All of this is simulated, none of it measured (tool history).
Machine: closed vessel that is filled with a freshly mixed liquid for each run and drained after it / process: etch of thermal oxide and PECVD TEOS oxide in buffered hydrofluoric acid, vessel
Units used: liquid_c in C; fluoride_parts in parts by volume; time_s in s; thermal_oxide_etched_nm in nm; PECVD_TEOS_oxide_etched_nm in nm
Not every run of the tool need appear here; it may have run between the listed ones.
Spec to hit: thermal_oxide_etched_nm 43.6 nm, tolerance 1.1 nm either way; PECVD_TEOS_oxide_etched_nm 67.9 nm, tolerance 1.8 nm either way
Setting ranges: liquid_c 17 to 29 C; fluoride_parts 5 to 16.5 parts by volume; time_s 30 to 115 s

| run | day | liquid_c | fluoride_parts | time_s | thermal_oxide_etched_nm | PECVD_TEOS_oxide_etched_nm |
|---|---|---|---|---|---|---|
| 1 | 0 | 21 | 10 | 60 | 59.166 | 93.077 |
| 2 | 0.142 | 20 | 10 | 60 | 55.689 | 87.918 |
| 3 | 0.229 | 22.5 | 10 | 60 | 64.2 | 100.47 |
| 4 | 0.35 | 21.5 | 10 | 60 | 61.132 | 94.155 |
|  | 0.646 | thermometer replaced |
| 5 | 0.646 | 19 | 10 | 60 | 50.53 | 77.803 |
| 6 | 0.912 | 18.5 | 10 | 60 | 48.945 | 75.676 |
| 7 | 1.196 | 18 | 10 | 60 | 46.634 | 73.29 |
| 8 | 1.3 | 17.5 | 10 | 60 | 46.159 | 71.589 |

Of the 4 settings listed for the next run, only one would bring every result within its allowed miss of target. Which one?
| A | 1.404 | 17 | 10 | 55 | ? | ? |
| B | 1.404 | 19 | 11 | 60 | ? | ? |
| C | 1.404 | 17 | 11 | 65 | ? | ? |
| D | 1.404 | 18 | 12.5 | 65 | ? | ? |

| move | thermal_oxide_etched_nm | PECVD_TEOS_oxide_etched_nm |
|---|---|---|
| A | 40.773 | 64.118 |
| B | 45.405 | 71.403 |
| C | 43.911 | 69.053 |
| D | 41.021 | 64.509 |
A: moves the result that the last run missed by most past its target, out the other side
B: closes in on the targets versus the last run, not all within tolerance yet
C: every result within its allowed miss
D: moves the result that the last run missed by most past its target, out the other side
Move C is the one to make.
